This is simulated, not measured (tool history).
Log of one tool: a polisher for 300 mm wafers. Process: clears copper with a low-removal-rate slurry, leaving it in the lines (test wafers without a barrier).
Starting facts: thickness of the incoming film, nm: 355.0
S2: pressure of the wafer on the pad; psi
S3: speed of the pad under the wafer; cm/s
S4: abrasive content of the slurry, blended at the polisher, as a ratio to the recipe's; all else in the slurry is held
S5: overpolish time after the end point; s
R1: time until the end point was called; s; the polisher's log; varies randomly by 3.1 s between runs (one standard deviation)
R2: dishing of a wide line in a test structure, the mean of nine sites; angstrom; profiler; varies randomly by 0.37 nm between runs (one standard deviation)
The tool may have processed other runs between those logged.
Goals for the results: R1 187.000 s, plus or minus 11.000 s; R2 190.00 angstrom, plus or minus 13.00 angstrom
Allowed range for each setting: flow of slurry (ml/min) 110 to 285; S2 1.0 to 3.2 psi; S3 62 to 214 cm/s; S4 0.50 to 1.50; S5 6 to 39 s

Run 1, hour 0.0: flow of slurry (ml/min) 180, S2 2.1 psi, S3 138 cm/s, S4 1.00, S5 20 s. Result: R1 114.840 s, R2 427.61 angstrom.
Run 2, hour 5.3: flow of slurry (ml/min) 180, S2 2.1 psi, S3 138 cm/s, S4 1.00, S5 28 s. Result: R1 110.740 s, R2 530.54 angstrom.
Run 3, hour 12.1: flow of slurry (ml/min) 180, S2 2.1 psi, S3 164 cm/s, S4 1.00, S5 28 s. Result: R1 95.414 s, R2 605.43 angstrom.
Run 4, hour 19.9: flow of slurry (ml/min) 180, S2 2.1 psi, S3 164 cm/s, S4 0.90, S5 28 s. Result: R1 94.948 s, R2 621.34 angstrom.
Run 5, hour 28.5: flow of slurry (ml/min) 140, S2 2.1 psi, S3 164 cm/s, S4 0.90, S5 28 s. Result: R1 104.880 s, R2 599.22 angstrom.
Run 6, hour 32.6: flow of slurry (ml/min) 165, S2 1.8 psi, S3 150 cm/s, S4 0.90, S5 22 s. Result: R1 124.000 s, R2 390.87 angstrom.
Run 7, hour 33.4: flow of slurry (ml/min) 170, S2 1.6 psi, S3 144 cm/s, S4 0.90, S5 20 s. Result: R1 146.840 s, R2 310.97 angstrom.
Run 8, hour 35.7: flow of slurry (ml/min) 175, S2 1.4 psi, S3 144 cm/s, S4 0.90, S5 18 s. Result: R1 166.880 s, R2 263.40 angstrom.
Run 9, hour 40.4: flow of slurry (ml/min) 175, S2 1.3 psi, S3 144 cm/s, S4 0.90, S5 16 s. Result: R1 181.200 s, R2 227.21 angstrom.
Run 10, hour 49.3: flow of slurry (ml/min) 175, S2 1.3 psi, S3 144 cm/s, S4 0.90, S5 15 s. Result: R1 174.750 s, R2 206.12 angstrom.

Which of these 4 next moves meets every target?
Run A, hour 58.2: flow of slurry (ml/min) 170, S2 1.1 psi, S3 154 cm/s, S4 1.00, S5 17 s. Result: R1 ?, R2 ?.
Run B, hour 58.2: flow of slurry (ml/min) 185, S2 1.4 psi, S3 140 cm/s, S4 0.95, S5 15 s. Result: R1 ?, R2 ?.
Run C, hour 58.2: flow of slurry (ml/min) 160, S2 1.2 psi, S3 150 cm/s, S4 0.85, S5 17 s. Result: R1 ?, R2 ?.
Run D, hour 58.2: flow of slurry (ml/min) 205, S2 1.3 psi, S3 134 cm/s, S4 0.90, S5 14 s. Result: R1 ?, R2 ?.

move       R1      R2
   A  191.270  220.32
   B  166.800  225.21
   C  190.640  221.92
   D  186.630  190.31
A: further off than the last run
B: further off than the last run
C: further off than the last run
D: hits every target within its allowed miss
D is the move that brings every result within its allowed miss.
